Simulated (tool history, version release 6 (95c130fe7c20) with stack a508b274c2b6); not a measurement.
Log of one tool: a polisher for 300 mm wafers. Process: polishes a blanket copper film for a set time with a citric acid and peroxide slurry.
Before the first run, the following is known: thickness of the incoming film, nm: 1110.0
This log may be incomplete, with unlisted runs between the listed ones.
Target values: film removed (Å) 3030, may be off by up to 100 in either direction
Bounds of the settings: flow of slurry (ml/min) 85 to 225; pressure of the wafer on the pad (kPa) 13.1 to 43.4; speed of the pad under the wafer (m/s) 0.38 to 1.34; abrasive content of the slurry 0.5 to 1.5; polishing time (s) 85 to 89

| run | day | flow of slurry (ml/min) | pressure of the wafer on the pad (kPa) | speed of the pad under the wafer (m/s) | abrasive content of the slurry | polishing time (s) | film removed (Å) |
|---|---|---|---|---|---|---|---|
| 1 | 0 | 145 | 28.3 | 0.86 | 1 | 85 | 1839.6 |
| 2 | 0.179 | 155 | 32.4 | 0.86 | 1 | 85 | 2152 |
| 3 | 0.529 | 160 | 35.2 | 0.86 | 1 | 85 | 2290.8 |
| 4 | 0.621 | 160 | 35.2 | 0.74 | 1 | 85 | 2038 |
| 5 | 0.988 | 160 | 35.2 | 0.6 | 1 | 85 | 1804.4 |
| 6 | 1.258 | 165 | 37.9 | 0.68 | 1 | 85 | 2106.7 |
| 7 | 1.542 | 165 | 40 | 0.74 | 1 | 85 | 2378.4 |
|  | 1.804 | head pressure recalibrated |
| 8 | 1.804 | 170 | 41.4 | 0.78 | 1 | 85 | 2777.6 |

Below are 4 possible settings for the next run. Only one of them brings all results inside the allowed miss of their targets. Which is it?
| A | 2.067 | 160 | 39.3 | 0.72 | 1 | 85 | ? |
| B | 2.067 | 165 | 43.4 | 0.78 | 1.05 | 87 | ? |
| C | 2.067 | 185 | 43.4 | 0.58 | 1.1 | 89 | ? |
| D | 2.067 | 205 | 37.2 | 0.78 | 1 | 85 | ? |

| move | film removed (Å) |
|---|---|
| A | 2452.8 |
| B | 2976.8 |
| C | 2523.8 |
| D | 2547.1 |
A: the biggest miss grows against the last run
B: each result inside its tolerance
C: the biggest miss grows against the last run
D: the biggest miss grows against the last run
Go with B: it meets all targets.
